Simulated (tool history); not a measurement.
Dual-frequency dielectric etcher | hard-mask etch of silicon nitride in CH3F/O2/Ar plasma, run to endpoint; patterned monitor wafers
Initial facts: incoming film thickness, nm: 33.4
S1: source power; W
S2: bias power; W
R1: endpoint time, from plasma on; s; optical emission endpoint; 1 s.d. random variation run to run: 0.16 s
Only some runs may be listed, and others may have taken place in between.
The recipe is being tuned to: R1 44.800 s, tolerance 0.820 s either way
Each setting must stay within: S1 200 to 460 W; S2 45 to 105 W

run,day,S1,S2,R1
1,0.000,330,75,50.980
2,0.375,330,68,53.898
3,0.696,360,71,50.801
4,0.904,310,71,53.715
5,1.029,350,73,50.690
6,1.317,380,74,48.755
7,1.388,400,75,47.676
8,1.675,420,76,46.580
9,2.038,430,76,45.901

Which of these 5 next moves meets every target?
A,2.400,460,76,?
B,2.400,390,77,?
C,2.400,430,75,?
D,2.400,460,65,?
E,2.400,420,73,?

move,R1
A,44.742
B,47.110
C,46.170
D,48.826
E,47.262
A: all results in spec
B: further off than the last run
C: further off than the last run
D: further off than the last run
E: further off than the last run
Answer: A

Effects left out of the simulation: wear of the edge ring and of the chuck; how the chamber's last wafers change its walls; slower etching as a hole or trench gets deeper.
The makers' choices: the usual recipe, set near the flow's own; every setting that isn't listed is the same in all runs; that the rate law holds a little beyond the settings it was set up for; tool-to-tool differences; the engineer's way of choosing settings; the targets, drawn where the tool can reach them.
